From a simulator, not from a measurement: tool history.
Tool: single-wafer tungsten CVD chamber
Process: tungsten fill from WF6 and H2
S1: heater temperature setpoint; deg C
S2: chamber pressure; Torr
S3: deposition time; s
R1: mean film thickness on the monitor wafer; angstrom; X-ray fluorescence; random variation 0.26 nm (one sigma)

{"run": 1, "hour": 0.0, "S1": 380, "S2": 37.8, "S3": 38.4, "R1": 969.77}
{"run": 2, "hour": 7.0, "S1": 378, "S2": 37.7, "S3": 38.4, "R1": 934.59}
{"run": 3, "hour": 9.3, "S1": 376, "S2": 37.6, "S3": 38.4, "R1": 907.67}
{"run": 4, "hour": 13.8, "S1": 374, "S2": 37.5, "S3": 38.4, "R1": 866.27}
{"run": 5, "hour": 21.8, "S1": 382, "S2": 37.5, "S3": 38.4, "R1": 994.48}
{"run": 6, "hour": 23.2, "S1": 382, "S2": 37.5, "S3": 38.4, "R1": 996.64}
{"run": 7, "hour": 27.6, "S1": 379, "S2": 37.3, "S3": 38.4, "R1": 948.12}
{"run": 8, "hour": 35.9, "S1": 377, "S2": 37.1, "S3": 38.4, "R1": 906.3}
{"run": 9, "hour": 39.0, "S1": 375, "S2": 37, "S3": 38.4, "R1": 873.17}
{"run": 10, "hour": 43.0, "S1": 374, "S2": 36.9, "S3": 38.4, "R1": 857.12}

The next listed run, before its measurement:
{"run": 11, "hour": 47.4, "S1": 373, "S2": 36.8, "S3": 38.4, "R1": "?"}

{"run 11": {"R1": 839.73}}

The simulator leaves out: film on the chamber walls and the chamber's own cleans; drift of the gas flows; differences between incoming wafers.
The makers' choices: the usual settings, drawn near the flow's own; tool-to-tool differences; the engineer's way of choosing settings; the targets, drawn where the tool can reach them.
